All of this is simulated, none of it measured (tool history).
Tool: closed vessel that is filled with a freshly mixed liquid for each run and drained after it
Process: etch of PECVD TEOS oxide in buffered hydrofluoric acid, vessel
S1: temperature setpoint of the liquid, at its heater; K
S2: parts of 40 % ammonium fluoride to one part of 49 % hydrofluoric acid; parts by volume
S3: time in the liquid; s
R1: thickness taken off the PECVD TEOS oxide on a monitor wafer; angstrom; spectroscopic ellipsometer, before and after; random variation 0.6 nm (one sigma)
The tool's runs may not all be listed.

Run 1, hour 0.0: S1 298.15 K, S2 19.5 parts by volume, S3 30 s. Result: R1 415.93 angstrom.
Run 2, hour 4.3: S1 298.15 K, S2 17.5 parts by volume, S3 30 s. Result: R1 465.14 angstrom.
Run 3, hour 9.0: S1 298.15 K, S2 17.5 parts by volume, S3 30 s. Result: R1 464.62 angstrom.
Run 4, hour 16.7: S1 296.15 K, S2 17.5 parts by volume, S3 30 s. Result: R1 419.10 angstrom.
Run 5, hour 22.5: S1 296.15 K, S2 17.5 parts by volume, S3 30 s. Result: R1 417.72 angstrom.
Run 6, hour 24.3: S1 296.15 K, S2 20.5 parts by volume, S3 30 s. Result: R1 354.31 angstrom.
Run 7, hour 31.4: S1 298.15 K, S2 20.0 parts by volume, S3 30 s. Result: R1 409.25 angstrom.
Run 8, hour 37.1: S1 302.15 K, S2 19.5 parts by volume, S3 30 s. Result: R1 510.60 angstrom.

The next listed run, before its measurement:
Run 9, hour 41.0: S1 302.65 K, S2 19.5 parts by volume, S3 30 s. Result: R1 ?.

Run 9 gave R1 529.74 angstrom.

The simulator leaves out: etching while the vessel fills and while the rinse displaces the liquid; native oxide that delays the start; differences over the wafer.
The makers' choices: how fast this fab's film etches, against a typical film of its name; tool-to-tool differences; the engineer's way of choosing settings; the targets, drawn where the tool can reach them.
